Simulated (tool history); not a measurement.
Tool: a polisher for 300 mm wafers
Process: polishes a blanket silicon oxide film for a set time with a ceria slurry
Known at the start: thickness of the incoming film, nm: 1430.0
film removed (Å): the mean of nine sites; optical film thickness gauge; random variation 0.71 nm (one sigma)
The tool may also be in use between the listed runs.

| run | day | flow of slurry (ml/min) | pressure of the wafer on the pad (kPa) | speed of the pad under the wafer (cm/s) | polishing time (s) | film removed (Å) |
|---|---|---|---|---|---|---|
| 1 | 0.000 | 235 | 20.7 | 138 | 32 | 1710.6 |
| 2 | 0.371 | 235 | 17.2 | 138 | 32 | 1423.3 |
| 3 | 0.512 | 235 | 15.9 | 136 | 32 | 1295.9 |
| 4 | 0.583 | 235 | 14.5 | 136 | 32 | 1193.4 |
| 5 | 0.779 | 290 | 14.5 | 136 | 32 | 1214.4 |
| 6 | 0.804 | 290 | 13.8 | 134 | 32 | 1137.1 |

The next listed run, before its measurement:
| 7 | 1.075 | 290 | 13.1 | 134 | 32 | ? |

film removed (Å): 1095.8
